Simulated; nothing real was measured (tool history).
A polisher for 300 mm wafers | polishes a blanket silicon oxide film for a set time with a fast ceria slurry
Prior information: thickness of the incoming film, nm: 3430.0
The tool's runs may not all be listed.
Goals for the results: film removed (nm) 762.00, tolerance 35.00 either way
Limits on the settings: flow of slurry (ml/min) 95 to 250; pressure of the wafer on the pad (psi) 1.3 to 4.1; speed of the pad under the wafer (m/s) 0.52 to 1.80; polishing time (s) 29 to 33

run,hour,flow of slurry (ml/min),pressure of the wafer on the pad (psi),speed of the pad under the wafer (m/s),polishing time (s),film removed (nm)
1,0.0,160,2.7,1.16,33,473.65
2,5.0,145,2.7,1.16,33,448.27
3,6.3,145,2.7,1.16,33,454.65
4,14.2,105,2.7,1.16,33,429.15
5,20.5,115,3.0,1.18,33,473.63
# hour 28.6: head pressure recalibrated
6,28.6,95,3.0,1.18,33,475.27
7,31.0,100,3.3,1.20,33,520.66
8,34.0,110,3.5,1.24,33,562.82
9,36.1,110,4.1,1.44,33,730.32
10,39.3,110,4.1,1.44,33,739.18

Exactly one of the 4 candidate moves below puts every result within its allowed miss. Which one?
A,42.5,95,3.9,1.50,33,?
B,42.5,165,4.1,1.36,33,?
C,42.5,95,4.1,1.44,33,?
D,42.5,155,4.0,1.48,30,?

move,film removed (nm)
A,679.56
B,738.05
C,679.07
D,701.38
A: moves away from the targets compared with the last run
B: hits every target within its allowed miss
C: moves away from the targets compared with the last run
D: moves away from the targets compared with the last run
B is the move that brings every result within its allowed miss.
